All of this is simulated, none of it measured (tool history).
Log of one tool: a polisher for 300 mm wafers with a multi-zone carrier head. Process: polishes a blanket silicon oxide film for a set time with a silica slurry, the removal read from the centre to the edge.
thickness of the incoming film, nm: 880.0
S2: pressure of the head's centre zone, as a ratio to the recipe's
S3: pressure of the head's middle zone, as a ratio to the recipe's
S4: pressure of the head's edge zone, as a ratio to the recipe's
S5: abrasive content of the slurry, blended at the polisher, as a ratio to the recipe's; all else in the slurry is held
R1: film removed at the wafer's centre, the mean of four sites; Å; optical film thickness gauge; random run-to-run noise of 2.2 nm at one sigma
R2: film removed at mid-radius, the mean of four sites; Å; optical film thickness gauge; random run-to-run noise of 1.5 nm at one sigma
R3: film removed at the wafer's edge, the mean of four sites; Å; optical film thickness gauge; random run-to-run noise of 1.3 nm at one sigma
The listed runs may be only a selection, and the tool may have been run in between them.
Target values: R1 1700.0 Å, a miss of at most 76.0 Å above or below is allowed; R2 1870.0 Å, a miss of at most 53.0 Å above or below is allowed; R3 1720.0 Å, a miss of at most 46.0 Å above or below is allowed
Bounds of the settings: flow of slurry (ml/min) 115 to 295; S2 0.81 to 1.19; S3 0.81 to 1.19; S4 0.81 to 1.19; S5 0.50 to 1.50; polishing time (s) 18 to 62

{"run": 1, "hour": 0.0, "flow of slurry (ml/min)": 190, "S2": 1.0, "S3": 1.0, "S4": 1.0, "S5": 1.0, "polishing time (s)": 40, "R1": 1456.4, "R2": 1501.4, "R3": 1510.3}
{"run": 2, "hour": 6.6, "flow of slurry (ml/min)": 190, "S2": 1.0, "S3": 1.0, "S4": 0.92, "S5": 1.0, "polishing time (s)": 40, "R1": 1469.5, "R2": 1550.1, "R3": 1448.5}
{"run": 3, "hour": 9.2, "flow of slurry (ml/min)": 190, "S2": 1.0, "S3": 0.95, "S4": 0.92, "S5": 1.0, "polishing time (s)": 40, "R1": 1466.1, "R2": 1439.8, "R3": 1465.9}
{"run": 4, "hour": 13.6, "flow of slurry (ml/min)": 190, "S2": 1.0, "S3": 0.95, "S4": 0.92, "S5": 1.1, "polishing time (s)": 40, "R1": 1545.5, "R2": 1535.2, "R3": 1529.2}
{"run": 5, "hour": 21.3, "flow of slurry (ml/min)": 225, "S2": 1.0, "S3": 0.95, "S4": 0.92, "S5": 1.1, "polishing time (s)": 40, "R1": 1603.2, "R2": 1578.4, "R3": 1578.8}
{"run": 6, "hour": 29.8, "flow of slurry (ml/min)": 225, "S2": 1.0, "S3": 1.0, "S4": 0.92, "S5": 1.1, "polishing time (s)": 40, "R1": 1560.0, "R2": 1643.5, "R3": 1556.0}
{"run": 7, "hour": 37.5, "flow of slurry (ml/min)": 230, "S2": 1.0, "S3": 1.01, "S4": 0.93, "S5": 1.1, "polishing time (s)": 40, "R1": 1605.8, "R2": 1654.7, "R3": 1601.3}
{"run": 8, "hour": 44.1, "flow of slurry (ml/min)": 230, "S2": 1.0, "S3": 1.01, "S4": 0.93, "S5": 1.1, "polishing time (s)": 40, "R1": 1583.7, "R2": 1664.4, "R3": 1593.5}

Pick the move, out of 5, that brings all results within their allowed miss; only one does.
{"run": "A", "hour": 50.7, "flow of slurry (ml/min)": 165, "S2": 0.95, "S3": 1.0, "S4": 0.83, "S5": 0.9, "polishing time (s)": 54, "R1": "?", "R2": "?", "R3": "?"}
{"run": "B", "hour": 50.7, "flow of slurry (ml/min)": 260, "S2": 0.84, "S3": 1.05, "S4": 0.84, "S5": 1.05, "polishing time (s)": 47, "R1": "?", "R2": "?", "R3": "?"}
{"run": "C", "hour": 50.7, "flow of slurry (ml/min)": 265, "S2": 1.09, "S3": 1.01, "S4": 0.81, "S5": 1.3, "polishing time (s)": 38, "R1": "?", "R2": "?", "R3": "?"}
{"run": "D", "hour": 50.7, "flow of slurry (ml/min)": 235, "S2": 0.85, "S3": 0.95, "S4": 0.98, "S5": 1.2, "polishing time (s)": 41, "R1": "?", "R2": "?", "R3": "?"}
{"run": "E", "hour": 50.7, "flow of slurry (ml/min)": 285, "S2": 1.08, "S3": 1.19, "S4": 0.95, "S5": 0.95, "polishing time (s)": 45, "R1": "?", "R2": "?", "R3": "?"}

move=A R1=1694.2 R2=1848.5 R3=1725.4
move=B R1=1543.9 R2=1967.3 R3=1742.7
move=C R1=1812.4 R2=1719.6 R3=1548.4
move=D R1=1441.3 R2=1679.1 R3=1736.9
move=E R1=1817.0 R2=1982.6 R3=1673.7
A: all results land within tolerance of their targets
B: moves the result that the last run missed by most past its target, out the other side
C: just as far off the targets as the last run
D: closes in on the targets versus the last run, not all within tolerance yet
E: moves the result that the last run missed by most past its target, out the other side
A is the move that brings every result within its allowed miss.
